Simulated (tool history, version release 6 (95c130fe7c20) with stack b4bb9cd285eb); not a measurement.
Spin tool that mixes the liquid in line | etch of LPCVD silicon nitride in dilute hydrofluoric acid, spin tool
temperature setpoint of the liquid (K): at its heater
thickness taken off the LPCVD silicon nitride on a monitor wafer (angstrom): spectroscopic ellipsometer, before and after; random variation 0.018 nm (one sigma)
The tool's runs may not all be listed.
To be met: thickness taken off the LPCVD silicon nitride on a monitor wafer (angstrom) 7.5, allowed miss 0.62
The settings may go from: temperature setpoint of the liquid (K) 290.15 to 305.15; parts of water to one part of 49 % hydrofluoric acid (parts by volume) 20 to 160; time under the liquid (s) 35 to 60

| run | hour | temperature setpoint of the liquid (K) | parts of water to one part of 49 % hydrofluoric acid (parts by volume) | time under the liquid (s) | thickness taken off the LPCVD silicon nitride on a monitor wafer (angstrom) |
|---|---|---|---|---|---|
| 1 | 0 | 297.15 | 90 | 60 | 3.3087 |
| 2 | 2.4 | 298.65 | 80 | 60 | 3.9912 |
| 3 | 3.1 | 299.65 | 75 | 60 | 4.5167 |
| 4 | 5.5 | 300.65 | 70 | 60 | 5.3707 |
| 5 | 10.9 | 300.65 | 45 | 60 | 8.5387 |
| 6 | 17.2 | 302.65 | 45 | 60 | 9.4807 |
| 7 | 25.4 | 302.15 | 45 | 60 | 9.2205 |
| 8 | 27.1 | 301.65 | 45 | 60 | 8.8198 |
| 9 | 35.3 | 301.15 | 45 | 60 | 8.994 |
| 10 | 37.1 | 300.65 | 45 | 60 | 8.375 |

5 next moves are on the table. One of them brings every result within its allowed miss. Which?
| A | 38.9 | 299.65 | 45 | 60 | ? |
| B | 38.9 | 300.65 | 40 | 60 | ? |
| C | 38.9 | 304.65 | 30 | 35 | ? |
| D | 38.9 | 301.65 | 35 | 55 | ? |
| E | 38.9 | 299.65 | 40 | 60 | ? |

| move | thickness taken off the LPCVD silicon nitride on a monitor wafer (angstrom) |
|---|---|
| A | 7.6633 |
| B | 9.1897 |
| C | 9.2226 |
| D | 10.253 |
| E | 8.6001 |
A: meets every target
B: further off than the last run
C: further off than the last run
D: further off than the last run
E: further off than the last run
The right move is A.
